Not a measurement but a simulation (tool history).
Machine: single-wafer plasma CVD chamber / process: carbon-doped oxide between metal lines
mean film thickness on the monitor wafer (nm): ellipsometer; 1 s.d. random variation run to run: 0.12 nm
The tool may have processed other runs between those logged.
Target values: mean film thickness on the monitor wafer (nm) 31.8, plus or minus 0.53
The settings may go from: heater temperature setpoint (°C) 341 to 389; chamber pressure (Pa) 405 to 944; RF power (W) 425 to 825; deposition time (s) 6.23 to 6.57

run  hour  heater temperature setpoint (°C)  chamber pressure (Pa)  RF power (W)  deposition time (s)  mean film thickness on the monitor wafer (nm)
  1     0                               365                    675           625                 6.57                                         37.286
  2   4.6                               365                    675           625                 6.57                                         37.521
  3   8.9                               365                    560           625                 6.57                                         36.335
  4  15.5                               366                    543           615                 6.57                                         36.022
       24  -- capacitance manometer re-zeroed and calibrated
  5    24                               367                    529           605                 6.56                                          35.09
  6    33                               368                    516           600                 6.56                                         34.766
  7  41.8                               369                    504           595                 6.56                                         34.386
  8  48.7                               370                    493           595                 6.56                                         33.968
  9  54.8                               371                    488           595                 6.56                                         34.228
 10  55.8                               373                    413           525                 6.52                                         30.646
 11  58.5                               372                    420           525                 6.52                                         30.989
 12  59.1                               371                    424           525                 6.52                                         30.803
 13    65                               371                    431           525                 6.52                                         30.818
 14  67.4                               371                    437           525                 6.52                                         31.039

4 candidate next runs follow, results not yet known. Just one meets every target within its allowed miss. Identify it.
  A  69.8                               369                    405           595                 6.23                                              ?
  B  69.8                               372                    528           515                 6.44                                              ?
  C  69.8                               369                    412           530                 6.23                                              ?
  D  69.8                               378                    427           570                  6.3                                              ?

move  mean film thickness on the monitor wafer (nm)
   A                                         31.798
   B                                         30.487
   C                                         29.586
   D                                         30.734
A: all results in spec
B: misses by more than the last run did
C: misses by more than the last run did
D: misses by more than the last run did
A is the move that brings every result within its allowed miss.
